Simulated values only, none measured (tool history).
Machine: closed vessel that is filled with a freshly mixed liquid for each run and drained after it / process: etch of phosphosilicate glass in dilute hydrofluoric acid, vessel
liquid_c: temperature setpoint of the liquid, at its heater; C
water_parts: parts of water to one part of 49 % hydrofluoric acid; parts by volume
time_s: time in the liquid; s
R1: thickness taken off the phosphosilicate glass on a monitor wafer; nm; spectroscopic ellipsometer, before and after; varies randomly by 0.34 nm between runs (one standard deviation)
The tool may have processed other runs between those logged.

{"run": 1, "day": 0.0, "liquid_c": 24, "water_parts": 265, "time_s": 90, "R1": 35.344}
{"run": 2, "day": 0.138, "liquid_c": 25, "water_parts": 265, "time_s": 90, "R1": 37.159}
{"run": 3, "day": 0.388, "liquid_c": 25.5, "water_parts": 265, "time_s": 90, "R1": 38.326}
{"run": 4, "day": 0.446, "liquid_c": 25.5, "water_parts": 265, "time_s": 95, "R1": 39.758}
{"run": 5, "day": 0.579, "liquid_c": 23, "water_parts": 265, "time_s": 95, "R1": 36.167}
{"run": 6, "day": 0.7, "liquid_c": 23, "water_parts": 265, "time_s": 90, "R1": 34.535}
{"run": 7, "day": 0.754, "liquid_c": 24, "water_parts": 265, "time_s": 90, "R1": 36.084}
{"run": 8, "day": 1.092, "liquid_c": 25, "water_parts": 265, "time_s": 90, "R1": 37.317}

For run 9, what comes out?
{"run": 9, "day": 1.254, "liquid_c": 25.5, "water_parts": 265, "time_s": 90, "R1": "?"}

{"run 9": {"R1": 37.564}}

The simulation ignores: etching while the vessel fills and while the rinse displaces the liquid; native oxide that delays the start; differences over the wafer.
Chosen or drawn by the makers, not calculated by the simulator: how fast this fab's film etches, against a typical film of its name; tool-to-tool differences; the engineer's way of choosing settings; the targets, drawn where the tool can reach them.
